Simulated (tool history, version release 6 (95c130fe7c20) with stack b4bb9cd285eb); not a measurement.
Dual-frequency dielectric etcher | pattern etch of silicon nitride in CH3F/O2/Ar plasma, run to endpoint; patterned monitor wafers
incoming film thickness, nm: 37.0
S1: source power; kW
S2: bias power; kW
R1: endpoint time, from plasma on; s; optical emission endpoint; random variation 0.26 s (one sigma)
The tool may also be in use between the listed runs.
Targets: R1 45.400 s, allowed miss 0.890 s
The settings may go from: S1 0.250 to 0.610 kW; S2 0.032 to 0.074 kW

Run 1, day 0.000: S1 0.430 kW, S2 0.053 kW. Result: R1 50.231 s.
Run 2, day 0.138: S1 0.390 kW, S2 0.053 kW. Result: R1 51.439 s.
Run 3, day 0.446: S1 0.390 kW, S2 0.059 kW. Result: R1 50.530 s.
Run 4, day 0.604: S1 0.410 kW, S2 0.060 kW. Result: R1 49.617 s.
Run 5, day 0.625: S1 0.410 kW, S2 0.066 kW. Result: R1 48.338 s.
Run 6, day 0.838: S1 0.420 kW, S2 0.066 kW. Result: R1 48.030 s.
Run 7, day 0.950: S1 0.430 kW, S2 0.066 kW. Result: R1 47.448 s.
Run 8, day 1.025: S1 0.440 kW, S2 0.066 kW. Result: R1 47.231 s.
Run 9, day 1.050: S1 0.450 kW, S2 0.066 kW. Result: R1 46.940 s.
Run 10, day 1.225: S1 0.450 kW, S2 0.066 kW. Result: R1 47.007 s.
Run 11, day 1.496: S1 0.460 kW, S2 0.066 kW. Result: R1 46.766 s.

Which of these 4 next moves meets every target?
Run A, day 1.767: S1 0.430 kW, S2 0.064 kW. Result: R1 ?.
Run B, day 1.767: S1 0.510 kW, S2 0.072 kW. Result: R1 ?.
Run C, day 1.767: S1 0.420 kW, S2 0.068 kW. Result: R1 ?.
Run D, day 1.767: S1 0.520 kW, S2 0.059 kW. Result: R1 ?.

move      R1
   A  48.052
   B  43.763
   C  47.794
   D  45.493
A: further off than the last run
B: takes the result that was furthest off past its target
C: further off than the last run
D: meets every target
Answer: D

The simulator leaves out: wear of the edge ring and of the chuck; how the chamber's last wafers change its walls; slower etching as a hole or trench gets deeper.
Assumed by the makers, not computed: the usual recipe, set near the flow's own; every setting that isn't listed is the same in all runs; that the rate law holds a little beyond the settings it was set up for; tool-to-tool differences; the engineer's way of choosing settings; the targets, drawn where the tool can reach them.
